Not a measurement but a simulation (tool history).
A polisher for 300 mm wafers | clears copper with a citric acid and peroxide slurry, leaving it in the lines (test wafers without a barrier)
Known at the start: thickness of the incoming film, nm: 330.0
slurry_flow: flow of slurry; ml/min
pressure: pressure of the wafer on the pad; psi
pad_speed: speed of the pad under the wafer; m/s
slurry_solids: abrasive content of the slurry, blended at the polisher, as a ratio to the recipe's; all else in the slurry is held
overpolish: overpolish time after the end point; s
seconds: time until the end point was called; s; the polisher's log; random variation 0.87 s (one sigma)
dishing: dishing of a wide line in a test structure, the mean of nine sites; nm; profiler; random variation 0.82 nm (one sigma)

run 1 day=0.000 | slurry_flow=205 pressure=3.4 pad_speed=0.88 slurry_solids=1.00 overpolish=15 | seconds=177.99 dishing=21.066
run 2 day=0.292 | slurry_flow=205 pressure=3.4 pad_speed=0.88 slurry_solids=0.90 overpolish=15 | seconds=177.81 dishing=19.926
run 3 day=0.504 | slurry_flow=210 pressure=3.9 pad_speed=0.88 slurry_solids=0.90 overpolish=15 | seconds=158.36 dishing=23.400
run 4 day=0.871 | slurry_flow=185 pressure=3.9 pad_speed=0.88 slurry_solids=0.90 overpolish=15 | seconds=156.42 dishing=22.921
run 5 day=0.971 | slurry_flow=185 pressure=4.3 pad_speed=0.90 slurry_solids=0.90 overpolish=15 | seconds=140.79 dishing=25.521
run 6 day=1.333 | slurry_flow=185 pressure=4.3 pad_speed=0.90 slurry_solids=0.75 overpolish=15 | seconds=145.21 dishing=25.912

The next listed run, before its measurement:
run 7 day=1.667 | slurry_flow=185 pressure=4.6 pad_speed=0.92 slurry_solids=0.75 overpolish=15 | seconds=? dishing=?

Run 7 gave seconds 133.45 s, dishing 26.496 nm.
